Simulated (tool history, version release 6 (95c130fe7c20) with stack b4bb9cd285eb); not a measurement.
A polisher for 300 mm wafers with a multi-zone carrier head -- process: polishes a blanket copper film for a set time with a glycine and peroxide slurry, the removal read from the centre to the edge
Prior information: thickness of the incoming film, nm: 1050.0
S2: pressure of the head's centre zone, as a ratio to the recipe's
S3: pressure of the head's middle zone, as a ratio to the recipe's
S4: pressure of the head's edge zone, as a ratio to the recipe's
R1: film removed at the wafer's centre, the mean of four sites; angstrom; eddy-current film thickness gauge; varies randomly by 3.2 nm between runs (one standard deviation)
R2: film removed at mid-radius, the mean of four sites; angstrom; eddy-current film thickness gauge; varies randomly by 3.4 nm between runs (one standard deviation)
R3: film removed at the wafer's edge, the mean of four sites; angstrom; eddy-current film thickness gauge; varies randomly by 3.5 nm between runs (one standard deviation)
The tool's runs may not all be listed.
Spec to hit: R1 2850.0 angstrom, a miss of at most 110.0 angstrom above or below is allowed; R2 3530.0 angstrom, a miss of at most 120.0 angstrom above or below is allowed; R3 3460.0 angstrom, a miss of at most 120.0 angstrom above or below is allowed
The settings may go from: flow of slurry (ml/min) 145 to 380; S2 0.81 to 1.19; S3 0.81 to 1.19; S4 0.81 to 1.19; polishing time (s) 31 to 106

run 1 day=0.000 | flow_of_slurry_(ml/min)=245 S2=1.00 S3=1.00 S4=1.00 polishing_time_(s)=68 | R1=3510.3 R2=3426.9 R3=3373.4
run 2 day=0.350 | flow_of_slurry_(ml/min)=245 S2=1.00 S3=0.92 S4=1.00 polishing_time_(s)=68 | R1=3429.4 R2=3233.8 R3=3432.3
run 3 day=0.538 | flow_of_slurry_(ml/min)=240 S2=0.97 S3=0.94 S4=1.01 polishing_time_(s)=68 | R1=3322.4 R2=3226.9 R3=3394.7
run 4 day=0.808 | flow_of_slurry_(ml/min)=240 S2=1.03 S3=0.94 S4=1.01 polishing_time_(s)=68 | R1=3594.9 R2=3213.8 R3=3328.0
run 5 day=1.071 | flow_of_slurry_(ml/min)=240 S2=1.03 S3=0.94 S4=1.08 polishing_time_(s)=68 | R1=3568.3 R2=3250.2 R3=3531.4
run 6 day=1.138 | flow_of_slurry_(ml/min)=240 S2=1.03 S3=0.86 S4=1.08 polishing_time_(s)=68 | R1=3518.0 R2=2996.4 R3=3521.6
run 7 day=1.446 | flow_of_slurry_(ml/min)=230 S2=0.93 S3=0.96 S4=1.06 polishing_time_(s)=67 | R1=3073.1 R2=3167.7 R3=3357.3
run 8 day=1.608 | flow_of_slurry_(ml/min)=235 S2=0.92 S3=0.98 S4=1.06 polishing_time_(s)=67 | R1=3107.6 R2=3283.4 R3=3416.1
-- day=1.683 worn pad replaced by a new one
run 9 day=1.683 | flow_of_slurry_(ml/min)=235 S2=0.91 S3=0.99 S4=1.06 polishing_time_(s)=67 | R1=3279.3 R2=3604.9 R3=3614.2
run 10 day=1.892 | flow_of_slurry_(ml/min)=230 S2=0.89 S3=0.99 S4=1.05 polishing_time_(s)=67 | R1=3208.8 R2=3530.8 R3=3660.6
run 11 day=2.225 | flow_of_slurry_(ml/min)=235 S2=0.88 S3=1.00 S4=1.05 polishing_time_(s)=66 | R1=3118.3 R2=3613.8 R3=3623.6

4 candidate next runs follow, results not yet known. Just one meets every target within its allowed miss. Identify it.
run A day=2.558 | flow_of_slurry_(ml/min)=230 S2=0.87 S3=1.00 S4=1.14 polishing_time_(s)=61 | R1=? R2=? R3=?
run B day=2.558 | flow_of_slurry_(ml/min)=245 S2=0.86 S3=0.94 S4=1.07 polishing_time_(s)=70 | R1=? R2=? R3=?
run C day=2.558 | flow_of_slurry_(ml/min)=335 S2=0.81 S3=1.02 S4=1.04 polishing_time_(s)=62 | R1=? R2=? R3=?
run D day=2.558 | flow_of_slurry_(ml/min)=255 S2=0.91 S3=1.03 S4=1.03 polishing_time_(s)=64 | R1=? R2=? R3=?

move=A R1=2818.9 R2=3282.8 R3=3482.5
move=B R1=3223.4 R2=3614.7 R3=3895.5
move=C R1=2785.5 R2=3528.9 R3=3482.6
move=D R1=3138.0 R2=3570.5 R3=3503.4
A: puts the biggest miss on target and leaves a different result outside tolerance
B: further off than the last run
C: in spec on every target
D: further off than the last run
Answer: C
